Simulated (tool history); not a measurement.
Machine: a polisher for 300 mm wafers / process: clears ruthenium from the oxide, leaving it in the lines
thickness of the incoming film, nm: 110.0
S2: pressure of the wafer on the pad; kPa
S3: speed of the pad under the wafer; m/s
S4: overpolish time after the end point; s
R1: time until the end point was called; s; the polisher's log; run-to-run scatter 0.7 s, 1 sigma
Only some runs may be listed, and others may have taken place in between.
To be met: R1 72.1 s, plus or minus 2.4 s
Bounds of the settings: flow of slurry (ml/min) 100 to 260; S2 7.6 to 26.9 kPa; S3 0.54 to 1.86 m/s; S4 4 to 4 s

Run 1, hour 0: flow of slurry (ml/min) 165, S2 17.2 kPa, S3 1.18 m/s, S4 4 s. Result: R1 61.144 s.
Run 2, hour 5.8: flow of slurry (ml/min) 160, S2 16.5 kPa, S3 1.18 m/s, S4 4 s. Result: R1 63.346 s.
Run 3, hour 8.5: flow of slurry (ml/min) 160, S2 16.5 kPa, S3 1.46 m/s, S4 4 s. Result: R1 54.793 s.
Run 4, hour 11: flow of slurry (ml/min) 155, S2 15.2 kPa, S3 1.46 m/s, S4 4 s. Result: R1 58.906 s.
Run 5, hour 16.1: flow of slurry (ml/min) 155, S2 15.2 kPa, S3 1.46 m/s, S4 4 s. Result: R1 58.929 s.
Run 6, hour 24.5: flow of slurry (ml/min) 170, S2 15.2 kPa, S3 1.46 m/s, S4 4 s. Result: R1 57.959 s.
Run 7, hour 29.7: flow of slurry (ml/min) 165, S2 14.5 kPa, S3 1.46 m/s, S4 4 s. Result: R1 61.546 s.
Run 8, hour 33.4: flow of slurry (ml/min) 165, S2 13.8 kPa, S3 1.46 m/s, S4 4 s. Result: R1 63.888 s.
Run 9, hour 36.2: flow of slurry (ml/min) 160, S2 13.1 kPa, S3 1.46 m/s, S4 4 s. Result: R1 66.901 s.
Run 10, hour 37.5: flow of slurry (ml/min) 155, S2 13.1 kPa, S3 1.46 m/s, S4 4 s. Result: R1 67.551 s.
Run 11, hour 41.7: flow of slurry (ml/min) 150, S2 13.1 kPa, S3 1.46 m/s, S4 4 s. Result: R1 68.62 s.
Run 12, hour 49: flow of slurry (ml/min) 145, S2 13.1 kPa, S3 1.46 m/s, S4 4 s. Result: R1 67.478 s.

Which one of the following 4 next-run settings gets every result inside its allowed miss? There is exactly one.
Run A, hour 56.3: flow of slurry (ml/min) 110, S2 16.5 kPa, S3 1.4 m/s, S4 4 s. Result: R1 ?.
Run B, hour 56.3: flow of slurry (ml/min) 155, S2 12.4 kPa, S3 1.32 m/s, S4 4 s. Result: R1 ?.
Run C, hour 56.3: flow of slurry (ml/min) 150, S2 11 kPa, S3 1.44 m/s, S4 4 s. Result: R1 ?.
Run D, hour 56.3: flow of slurry (ml/min) 185, S2 9.7 kPa, S3 1.82 m/s, S4 4 s. Result: R1 ?.

move      R1
   A  58.745
   B  75.305
   C  78.189
   D  71.071
A: the biggest miss grows against the last run
B: moves the result that the last run missed by most past its target, out the other side
C: moves the result that the last run missed by most past its target, out the other side
D: hits every target within its allowed miss
Go with D: it meets all targets.

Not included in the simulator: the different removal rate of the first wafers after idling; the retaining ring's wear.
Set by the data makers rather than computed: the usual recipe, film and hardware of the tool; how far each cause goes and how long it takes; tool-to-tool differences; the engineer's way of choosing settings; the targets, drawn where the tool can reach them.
